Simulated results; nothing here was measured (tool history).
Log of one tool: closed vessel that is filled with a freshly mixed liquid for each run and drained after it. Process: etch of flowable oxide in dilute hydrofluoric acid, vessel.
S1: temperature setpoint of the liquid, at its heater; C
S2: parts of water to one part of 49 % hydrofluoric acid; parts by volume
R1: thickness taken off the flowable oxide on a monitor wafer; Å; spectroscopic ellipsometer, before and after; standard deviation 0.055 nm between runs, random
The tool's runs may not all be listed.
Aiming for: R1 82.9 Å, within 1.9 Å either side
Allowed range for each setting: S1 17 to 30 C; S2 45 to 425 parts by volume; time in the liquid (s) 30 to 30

run 1 day=0 | S1=22 S2=235 time_in_the_liquid_(s)=30 | R1=44.274
run 2 day=0.229 | S1=23.5 S2=220 time_in_the_liquid_(s)=30 | R1=50.438
run 3 day=0.342 | S1=23.5 S2=135 time_in_the_liquid_(s)=30 | R1=88.827
run 4 day=0.504 | S1=23.5 S2=135 time_in_the_liquid_(s)=30 | R1=90.627
run 5 day=0.529 | S1=23.5 S2=175 time_in_the_liquid_(s)=30 | R1=66.476
run 6 day=0.846 | S1=25 S2=175 time_in_the_liquid_(s)=30 | R1=70.511
run 7 day=1.067 | S1=26 S2=175 time_in_the_liquid_(s)=30 | R1=73.064
run 8 day=1.329 | S1=27 S2=175 time_in_the_liquid_(s)=30 | R1=75.965

Of the 5 settings listed for the next run, only one would bring every result within its allowed miss of target. Which one?
run A day=1.592 | S1=24 S2=155 time_in_the_liquid_(s)=30 | R1=?
run B day=1.592 | S1=27.5 S2=180 time_in_the_liquid_(s)=30 | R1=?
run C day=1.592 | S1=30 S2=185 time_in_the_liquid_(s)=30 | R1=?
run D day=1.592 | S1=29.5 S2=210 time_in_the_liquid_(s)=30 | R1=?
run E day=1.592 | S1=22.5 S2=140 time_in_the_liquid_(s)=30 | R1=?

move=A R1=78.571
move=B R1=74.827
move=C R1=79.08
move=D R1=66.402
move=E R1=83.497
A: an improvement on the last run, though not all results are within tolerance
B: misses by more than the last run did
C: an improvement on the last run, though not all results are within tolerance
D: misses by more than the last run did
E: each result inside its tolerance
So the answer is move E, the one that meets all the targets.
